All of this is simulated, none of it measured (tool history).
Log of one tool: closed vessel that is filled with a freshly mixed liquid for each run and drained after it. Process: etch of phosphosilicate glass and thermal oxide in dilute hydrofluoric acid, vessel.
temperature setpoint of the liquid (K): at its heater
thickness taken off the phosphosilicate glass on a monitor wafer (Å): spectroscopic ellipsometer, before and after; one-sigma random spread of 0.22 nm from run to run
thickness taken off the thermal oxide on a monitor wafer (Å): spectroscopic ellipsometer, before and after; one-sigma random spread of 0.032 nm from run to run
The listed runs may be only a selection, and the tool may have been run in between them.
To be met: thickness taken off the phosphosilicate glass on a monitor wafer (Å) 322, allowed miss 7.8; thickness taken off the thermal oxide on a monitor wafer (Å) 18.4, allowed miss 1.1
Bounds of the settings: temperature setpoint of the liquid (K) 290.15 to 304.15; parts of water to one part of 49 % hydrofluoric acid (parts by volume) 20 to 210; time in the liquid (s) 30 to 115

run    day  temperature setpoint of the liquid (K)  parts of water to one part of 49 % hydrofluoric acid (parts by volume)  time in the liquid (s)  thickness taken off the phosphosilicate glass on a monitor wafer (Å)  thickness taken off the thermal oxide on a monitor wafer (Å)
  1      0                                  296.15                                                                     115                      60                                                                417.68                                                        24.095
  2  0.046                                  295.15                                                                     115                      60                                                                399.26                                                        23.549
  3  0.342                                  294.65                                                                     115                      60                                                                398.99                                                        22.295
  4  0.404                                  294.65                                                                     115                      80                                                                524.79                                                        30.183
  5  0.542                                  294.15                                                                     120                      80                                                                492.55                                                         27.32
  6  0.733                                  294.15                                                                     140                      80                                                                409.84                                                        23.025
  7  0.867                                  293.65                                                                     140                      80                                                                405.91                                                        22.436
  8  1.033                                  293.65                                                                     145                      80                                                                389.73                                                        22.375
  9  1.188                                  293.15                                                                     145                      80                                                                381.04                                                        21.582
 10  1.442                                  292.65                                                                     145                      80                                                                376.19                                                         20.98
 11  1.621                                  292.65                                                                     145                      80                                                                379.24                                                        21.025
 12  1.933                                  292.65                                                                     150                      80                                                                357.33                                                        20.688
 13  2.133                                  292.15                                                                     150                      80                                                                355.43                                                        20.087

Which one of the following 4 next-run settings gets every result inside its allowed miss? There is exactly one.
  A  2.333                                  301.15                                                                     135                      50                                                                     ?                                                             ?
  B  2.333                                  293.65                                                                     165                      70                                                                     ?                                                             ?
  C  2.333                                  297.65                                                                     130                      50                                                                     ?                                                             ?
  D  2.333                                  290.15                                                                     140                      85                                                                     ?                                                             ?

move  thickness taken off the phosphosilicate glass on a monitor wafer (Å)  thickness taken off the thermal oxide on a monitor wafer (Å)
   A                                                                352.59                                                        20.632
   B                                                                293.08                                                        17.149
   C                                                                 322.7                                                        18.883
   D                                                                373.64                                                        21.863
A: gains on the last run, yet a result remains outside its allowed miss
B: carries the result that was furthest off beyond its target, to the other side
C: each result inside its tolerance
D: the biggest miss grows against the last run
Answer: C

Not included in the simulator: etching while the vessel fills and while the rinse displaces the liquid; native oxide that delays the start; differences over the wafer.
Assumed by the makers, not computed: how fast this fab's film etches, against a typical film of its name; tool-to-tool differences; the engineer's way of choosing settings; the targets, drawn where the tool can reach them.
